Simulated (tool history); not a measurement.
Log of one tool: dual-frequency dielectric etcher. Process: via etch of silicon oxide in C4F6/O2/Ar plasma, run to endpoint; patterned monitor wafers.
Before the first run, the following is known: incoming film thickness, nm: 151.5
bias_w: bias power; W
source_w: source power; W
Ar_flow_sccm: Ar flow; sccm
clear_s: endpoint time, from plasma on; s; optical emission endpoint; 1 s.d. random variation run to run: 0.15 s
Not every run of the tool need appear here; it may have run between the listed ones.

| run | hour | bias_w | source_w | Ar_flow_sccm | clear_s |
|---|---|---|---|---|---|
| 1 | 0.0 | 597 | 370 | 414 | 33.135 |
| 2 | 8.2 | 597 | 370 | 342 | 32.752 |
| 3 | 16.2 | 559 | 360 | 344 | 33.831 |
| 4 | 21.2 | 559 | 360 | 278 | 33.123 |
| 5 | 30.2 | 559 | 400 | 278 | 31.686 |
| 6 | 36.1 | 559 | 400 | 248 | 31.486 |
| 7 | 39.7 | 527 | 380 | 252 | 32.755 |
| 8 | 47.9 | 408 | 310 | 283 | 38.374 |
| 9 | 55.7 | 400 | 310 | 284 | 38.438 |

Forecast run 10:
| 10 | 57.8 | 393 | 310 | 285 | ? |

{"run 10": {"clear_s": 38.279}}

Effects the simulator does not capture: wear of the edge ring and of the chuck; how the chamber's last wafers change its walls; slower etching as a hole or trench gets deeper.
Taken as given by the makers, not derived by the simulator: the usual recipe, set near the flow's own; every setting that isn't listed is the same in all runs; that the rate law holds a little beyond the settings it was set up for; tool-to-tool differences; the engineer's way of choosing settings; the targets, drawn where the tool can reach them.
